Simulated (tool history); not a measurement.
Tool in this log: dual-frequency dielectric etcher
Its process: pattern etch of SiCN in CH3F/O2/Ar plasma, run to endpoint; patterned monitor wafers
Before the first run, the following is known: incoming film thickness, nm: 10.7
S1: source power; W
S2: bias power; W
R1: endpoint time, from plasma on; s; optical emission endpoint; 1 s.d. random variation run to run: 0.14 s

run	hour	S1	S2	R1
1	0.0	420	102	24.959
2	2.7	390	102	25.786
3	5.2	370	101	26.773
4	5.7	370	92	27.538
5	8.1	420	92	25.570
6	10.1	410	92	26.233
7	13.7	400	92	26.401

What does the tool deliver on the next run?
8	21.8	390	92	?

Run 8 produced R1 26.720 s.
